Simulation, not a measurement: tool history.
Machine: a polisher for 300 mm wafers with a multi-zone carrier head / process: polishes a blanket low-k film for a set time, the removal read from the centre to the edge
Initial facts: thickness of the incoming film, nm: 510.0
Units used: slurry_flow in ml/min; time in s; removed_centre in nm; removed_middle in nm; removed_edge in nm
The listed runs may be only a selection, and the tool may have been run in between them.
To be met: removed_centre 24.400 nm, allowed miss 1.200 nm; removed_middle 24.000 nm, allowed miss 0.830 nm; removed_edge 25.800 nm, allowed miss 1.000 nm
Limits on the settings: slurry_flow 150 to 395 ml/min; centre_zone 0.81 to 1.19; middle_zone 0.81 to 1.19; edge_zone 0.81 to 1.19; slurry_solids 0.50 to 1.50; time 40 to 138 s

run,hour,slurry_flow,centre_zone,middle_zone,edge_zone,slurry_solids,time,removed_centre,removed_middle,removed_edge
1,0.0,250,1.00,1.00,1.00,1.00,88,27.976,27.682,27.821
2,9.0,250,0.99,0.99,1.00,1.00,88,27.044,27.707,27.899
3,11.5,250,1.03,0.99,1.00,1.00,88,29.014,27.438,27.125
4,18.5,250,1.03,0.99,1.00,1.00,99,32.417,31.504,30.967
5,21.3,250,1.02,0.98,0.99,0.95,99,30.662,29.863,30.185
6,23.0,250,1.02,0.97,0.98,0.95,99,31.071,29.561,29.707
7,31.4,250,1.02,0.97,0.98,0.95,99,30.442,29.934,29.976
8,39.3,250,1.02,0.96,0.97,0.95,99,31.414,28.725,29.578
9,45.0,250,1.01,0.96,0.96,0.95,99,29.807,28.901,29.773
10,46.0,250,1.01,0.96,0.95,0.95,99,30.196,29.668,29.116
11,54.7,250,1.00,0.95,0.94,0.95,99,29.069,28.734,29.423
12,59.2,235,0.97,0.91,0.87,0.70,98,23.652,22.646,23.031
13,64.9,240,0.97,0.91,0.88,0.70,98,24.009,22.590,22.347
14,67.3,235,0.97,0.91,0.90,0.70,98,23.321,22.377,23.320

Exercise: of the 5 proposed moves below, exactly one satisfies all targets within the stated allowed misses. Which move is it?
A,69.7,225,0.93,0.90,0.86,0.90,88,?,?,?
B,69.7,280,0.95,0.91,0.98,0.70,104,?,?,?
C,69.7,215,0.84,0.88,0.96,0.80,93,?,?,?
D,69.7,220,0.85,0.92,0.82,0.85,90,?,?,?
E,69.7,240,0.99,0.98,0.81,0.65,102,?,?,?

move,removed_centre,removed_middle,removed_edge
A,24.147,24.065,23.719
B,24.958,24.546,25.345
C,21.381,23.006,24.330
D,21.854,24.125,22.855
E,23.581,23.771,21.198
A: moves toward the targets from the last run without getting all of them in spec
B: all results in spec
C: as far off as the last run
D: lands further from the targets than the last run did
E: lands further from the targets than the last run did
The right move is B.

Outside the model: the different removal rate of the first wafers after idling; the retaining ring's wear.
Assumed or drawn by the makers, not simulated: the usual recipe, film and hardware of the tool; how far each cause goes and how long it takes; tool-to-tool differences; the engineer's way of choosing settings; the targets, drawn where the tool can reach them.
